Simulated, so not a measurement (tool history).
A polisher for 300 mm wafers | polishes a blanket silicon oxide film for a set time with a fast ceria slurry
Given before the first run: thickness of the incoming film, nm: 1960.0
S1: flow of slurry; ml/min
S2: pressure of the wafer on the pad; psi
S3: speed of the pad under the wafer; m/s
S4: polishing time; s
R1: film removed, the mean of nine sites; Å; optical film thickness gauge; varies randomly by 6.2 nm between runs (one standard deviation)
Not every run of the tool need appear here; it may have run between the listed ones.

{"run": 1, "hour": 0.0, "S1": 205, "S2": 2.5, "S3": 1.16, "S4": 61, "R1": 10017}
{"run": 2, "hour": 8.6, "S1": 205, "S2": 2.1, "S3": 1.14, "S4": 61, "R1": 8382.1}
{"run": 3, "hour": 15.7, "S1": 205, "S2": 2.5, "S3": 1.14, "S4": 61, "R1": 9901.9}
{"run": 4, "hour": 23.2, "S1": 205, "S2": 2.1, "S3": 1.12, "S4": 61, "R1": 8280.9}
{"run": 5, "hour": 28.4, "S1": 205, "S2": 2.5, "S3": 1.12, "S4": 61, "R1": 9887.3}
{"run": 6, "hour": 36.0, "S1": 205, "S2": 2.2, "S3": 1.12, "S4": 61, "R1": 8787.2}

Run 7 has not been measured yet. What should we expect?
{"run": 7, "hour": 43.3, "S1": 205, "S2": 1.9, "S3": 1.08, "S4": 61, "R1": "?"}

{"run 7": {"R1": 7107.8}}
